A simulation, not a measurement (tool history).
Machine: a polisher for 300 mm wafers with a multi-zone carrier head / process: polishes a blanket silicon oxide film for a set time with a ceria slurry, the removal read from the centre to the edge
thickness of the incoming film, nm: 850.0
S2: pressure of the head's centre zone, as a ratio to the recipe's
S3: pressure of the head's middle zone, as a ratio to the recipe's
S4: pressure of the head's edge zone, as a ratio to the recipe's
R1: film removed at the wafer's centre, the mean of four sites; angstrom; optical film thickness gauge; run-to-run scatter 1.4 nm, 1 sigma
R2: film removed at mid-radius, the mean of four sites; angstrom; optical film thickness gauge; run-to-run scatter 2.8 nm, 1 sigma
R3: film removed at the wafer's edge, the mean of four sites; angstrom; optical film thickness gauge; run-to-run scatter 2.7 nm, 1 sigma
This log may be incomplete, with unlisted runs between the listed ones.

{"run": 1, "day": 0.0, "flow of slurry (ml/min)": 155, "S2": 1, "S3": 1, "S4": 1, "polishing time (s)": 50, "R1": 2372.8, "R2": 2311.3, "R3": 2467.4}
{"run": 2, "day": 0.05, "flow of slurry (ml/min)": 155, "S2": 1, "S3": 1, "S4": 1, "polishing time (s)": 55, "R1": 2595.7, "R2": 2585.1, "R3": 2661.5}
{"run": 3, "day": 0.367, "flow of slurry (ml/min)": 150, "S2": 0.98, "S3": 1.01, "S4": 0.95, "polishing time (s)": 51, "R1": 2361.5, "R2": 2320.7, "R3": 2354}
{"run": 4, "day": 0.458, "flow of slurry (ml/min)": 150, "S2": 0.94, "S3": 1.01, "S4": 0.95, "polishing time (s)": 51, "R1": 2261.3, "R2": 2399.3, "R3": 2395.2}
{"run": 5, "day": 0.779, "flow of slurry (ml/min)": 150, "S2": 0.94, "S3": 1.01, "S4": 0.95, "polishing time (s)": 56, "R1": 2465.3, "R2": 2666.4, "R3": 2630.9}
{"run": 6, "day": 1.029, "flow of slurry (ml/min)": 185, "S2": 0.94, "S3": 1.01, "S4": 0.95, "polishing time (s)": 56, "R1": 2604.6, "R2": 2767.4, "R3": 2666.5}
{"run": 7, "day": 1.396, "flow of slurry (ml/min)": 180, "S2": 0.92, "S3": 1, "S4": 0.92, "polishing time (s)": 52, "R1": 2329.4, "R2": 2416.7, "R3": 2478.6}
{"run": 8, "day": 1.454, "flow of slurry (ml/min)": 170, "S2": 0.92, "S3": 1.02, "S4": 0.89, "polishing time (s)": 49, "R1": 2174.4, "R2": 2368.2, "R3": 2265.2}

Run 9 has not been measured yet. What should we expect?
{"run": 9, "day": 1.792, "flow of slurry (ml/min)": 160, "S2": 0.92, "S3": 1.02, "S4": 0.87, "polishing time (s)": 47, "R1": "?", "R2": "?", "R3": "?"}

R1: 2067.4 angstrom
R2: 2244.2 angstrom
R3: 2105.2 angstrom
